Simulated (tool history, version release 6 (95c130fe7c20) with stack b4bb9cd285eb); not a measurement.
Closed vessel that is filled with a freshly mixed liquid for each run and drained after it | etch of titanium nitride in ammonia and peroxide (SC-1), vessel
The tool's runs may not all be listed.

| run | hour | temperature setpoint of the liquid (C) | parts of water to one part of 30 % peroxide (parts by volume) | parts of 29 % ammonia solution to one part of 30 % peroxide (parts by volume) | time in the liquid (s) | thickness taken off the titanium nitride on a monitor wafer (nm) |
|---|---|---|---|---|---|---|
| 1 | 0.0 | 51.0 | 14.0 | 0.55 | 110 | 8.4249 |
| 2 | 3.9 | 48.5 | 14.0 | 0.55 | 110 | 6.9984 |
| 3 | 5.2 | 46.5 | 14.0 | 0.55 | 110 | 6.0535 |
| 4 | 7.8 | 45.0 | 14.0 | 0.55 | 110 | 5.4530 |
| 5 | 13.0 | 45.0 | 18.5 | 0.55 | 110 | 4.6383 |
| 6 | 17.3 | 45.0 | 18.5 | 0.55 | 110 | 4.6992 |
| 7 | 19.7 | 44.0 | 18.5 | 0.55 | 110 | 4.3664 |
| 8 | 27.4 | 43.5 | 18.5 | 0.55 | 110 | 4.2159 |

Forecast run 9:
| 9 | 31.7 | 40.0 | 18.5 | 0.55 | 110 | ? |

thickness taken off the titanium nitride on a monitor wafer (nm): 3.3049
